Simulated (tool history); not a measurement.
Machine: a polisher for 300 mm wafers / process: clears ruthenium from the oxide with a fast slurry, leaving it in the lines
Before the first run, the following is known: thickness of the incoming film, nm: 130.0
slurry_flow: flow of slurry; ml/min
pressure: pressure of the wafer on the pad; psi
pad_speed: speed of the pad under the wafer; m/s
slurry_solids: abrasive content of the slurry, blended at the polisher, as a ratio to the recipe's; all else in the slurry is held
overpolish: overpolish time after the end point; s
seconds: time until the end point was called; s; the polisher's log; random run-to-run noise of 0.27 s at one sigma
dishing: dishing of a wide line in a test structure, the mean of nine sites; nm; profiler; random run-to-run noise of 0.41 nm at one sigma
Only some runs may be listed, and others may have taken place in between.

run	hour	slurry_flow	pressure	pad_speed	slurry_solids	overpolish	seconds	dishing
1	0	140	3.2	1.16	1	18	27.323	62.631
2	3	150	3.4	1.16	1	14	26.362	55.161
3	10	150	2.9	1.16	1	14	29.683	50.325
4	16	130	3.2	1.2	1	11	27.047	43.421
5	23.3	125	3.5	1.22	1	9	24.97	38.853
6	23.9	130	3.8	1.22	1	8	23.253	38.587
7	27.4	130	4	1.22	1	8	21.958	39.161

What will run 8 give?
8	36.3	130	4.1	1.22	1	8	?	?

{"run 8": {"seconds": 21.727, "dishing": 40.118}}
